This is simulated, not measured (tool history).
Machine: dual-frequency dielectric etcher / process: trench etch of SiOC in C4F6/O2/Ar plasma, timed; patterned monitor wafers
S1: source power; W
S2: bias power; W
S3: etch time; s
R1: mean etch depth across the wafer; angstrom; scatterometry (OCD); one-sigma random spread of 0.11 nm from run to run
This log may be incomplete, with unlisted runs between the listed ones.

Run 1, hour 0.0: S1 370 W, S2 178 W, S3 11.5 s. Result: R1 214.44 angstrom.
Run 2, hour 8.7: S1 420 W, S2 178 W, S3 11.5 s. Result: R1 222.18 angstrom.
Run 3, hour 9.4: S1 420 W, S2 178 W, S3 10.5 s. Result: R1 203.03 angstrom.
Run 4, hour 17.9: S1 400 W, S2 163 W, S3 10.5 s. Result: R1 193.19 angstrom.
Run 5, hour 20.2: S1 450 W, S2 163 W, S3 10.5 s. Result: R1 201.05 angstrom.
Run 6, hour 20.8: S1 500 W, S2 163 W, S3 10.5 s. Result: R1 211.98 angstrom.
Run 7, hour 23.5: S1 460 W, S2 158 W, S3 10.5 s. Result: R1 200.11 angstrom.
Run 8, hour 25.0: S1 460 W, S2 158 W, S3 10.5 s. Result: R1 200.33 angstrom.
Run 9, hour 26.3: S1 430 W, S2 155 W, S3 10.5 s. Result: R1 195.99 angstrom.

Run 10 comes next. What will it give?
Run 10, hour 32.7: S1 410 W, S2 151 W, S3 10.5 s. Result: R1 ?.

R1: 188.67 angstrom

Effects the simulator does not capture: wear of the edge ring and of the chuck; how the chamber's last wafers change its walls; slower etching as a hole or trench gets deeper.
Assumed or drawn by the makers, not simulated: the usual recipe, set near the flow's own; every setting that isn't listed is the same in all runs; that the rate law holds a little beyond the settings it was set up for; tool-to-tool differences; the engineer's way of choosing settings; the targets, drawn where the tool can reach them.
